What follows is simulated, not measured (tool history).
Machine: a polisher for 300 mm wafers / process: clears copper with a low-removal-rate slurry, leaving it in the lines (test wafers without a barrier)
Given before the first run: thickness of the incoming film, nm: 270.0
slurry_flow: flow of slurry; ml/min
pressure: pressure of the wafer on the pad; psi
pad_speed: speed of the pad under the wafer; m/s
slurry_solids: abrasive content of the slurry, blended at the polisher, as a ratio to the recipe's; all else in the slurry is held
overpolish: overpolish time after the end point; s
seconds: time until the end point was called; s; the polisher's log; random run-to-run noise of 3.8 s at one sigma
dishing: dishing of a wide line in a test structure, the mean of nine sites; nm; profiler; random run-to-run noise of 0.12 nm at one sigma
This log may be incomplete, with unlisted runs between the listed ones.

run 1 hour=0.0 | slurry_flow=235 pressure=2.2 pad_speed=1.30 slurry_solids=1.00 overpolish=28 | seconds=80.785 dishing=47.4770
run 2 hour=7.6 | slurry_flow=215 pressure=2.0 pad_speed=1.16 slurry_solids=0.90 overpolish=24 | seconds=108.520 dishing=36.5560
run 3 hour=11.2 | slurry_flow=215 pressure=2.0 pad_speed=1.48 slurry_solids=0.90 overpolish=24 | seconds=82.311 dishing=42.2950
run 4 hour=19.1 | slurry_flow=200 pressure=1.8 pad_speed=1.34 slurry_solids=0.85 overpolish=21 | seconds=106.430 dishing=32.9770
run 5 hour=21.3 | slurry_flow=200 pressure=1.8 pad_speed=1.34 slurry_solids=0.85 overpolish=12 | seconds=103.410 dishing=21.4000
run 6 hour=27.8 | slurry_flow=205 pressure=1.7 pad_speed=1.20 slurry_solids=0.95 overpolish=11 | seconds=120.090 dishing=18.1660
run 7 hour=28.7 | slurry_flow=225 pressure=1.6 pad_speed=1.10 slurry_solids=1.05 overpolish=10 | seconds=132.440 dishing=14.8080
run 8 hour=30.2 | slurry_flow=230 pressure=1.5 pad_speed=1.04 slurry_solids=1.10 overpolish=10 | seconds=149.990 dishing=13.4170
run 9 hour=34.9 | slurry_flow=235 pressure=1.4 pad_speed=1.00 slurry_solids=1.15 overpolish=10 | seconds=157.150 dishing=12.1440

What will run 10 give?
run 10 hour=39.4 | slurry_flow=270 pressure=1.0 pad_speed=0.66 slurry_solids=1.40 overpolish=8 | seconds=? dishing=?

Run 10 came out at seconds 317.850 s, dishing 5.2532 nm.

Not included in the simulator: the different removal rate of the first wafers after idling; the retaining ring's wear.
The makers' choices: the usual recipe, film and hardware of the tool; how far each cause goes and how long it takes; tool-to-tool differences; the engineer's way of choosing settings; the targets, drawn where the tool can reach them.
